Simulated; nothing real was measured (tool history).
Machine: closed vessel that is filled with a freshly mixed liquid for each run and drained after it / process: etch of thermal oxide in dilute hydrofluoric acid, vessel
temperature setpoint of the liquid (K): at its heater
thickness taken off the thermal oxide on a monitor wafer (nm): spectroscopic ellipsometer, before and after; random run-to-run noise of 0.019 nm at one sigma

| run | day | temperature setpoint of the liquid (K) | parts of water to one part of 49 % hydrofluoric acid (parts by volume) | time in the liquid (s) | thickness taken off the thermal oxide on a monitor wafer (nm) |
|---|---|---|---|---|---|
| 1 | 0 | 295.15 | 150 | 75 | 2.0311 |
| 2 | 0.371 | 295.15 | 150 | 45 | 1.2321 |
| 3 | 0.467 | 291.65 | 150 | 45 | 1.0606 |
| 4 | 0.721 | 294.65 | 145 | 45 | 1.2369 |
| 5 | 0.846 | 294.65 | 145 | 45 | 1.222 |
| 6 | 1.192 | 296.65 | 120 | 45 | 1.659 |
| 7 | 1.425 | 298.15 | 110 | 45 | 1.9511 |
| 8 | 1.658 | 299.15 | 105 | 45 | 2.1109 |
| 9 | 1.925 | 300.15 | 100 | 45 | 2.3488 |
| 10 | 2.058 | 300.65 | 100 | 45 | 2.3915 |
| 11 | 2.133 | 301.15 | 95 | 45 | 2.5735 |
| 12 | 2.179 | 301.65 | 95 | 45 | 2.6104 |
| 13 | 2.254 | 303.15 | 85 | 45 | 3.1403 |

For run 14, what comes out?
| 14 | 2.483 | 302.65 | 85 | 45 | ? |

thickness taken off the thermal oxide on a monitor wafer (nm): 3.1395
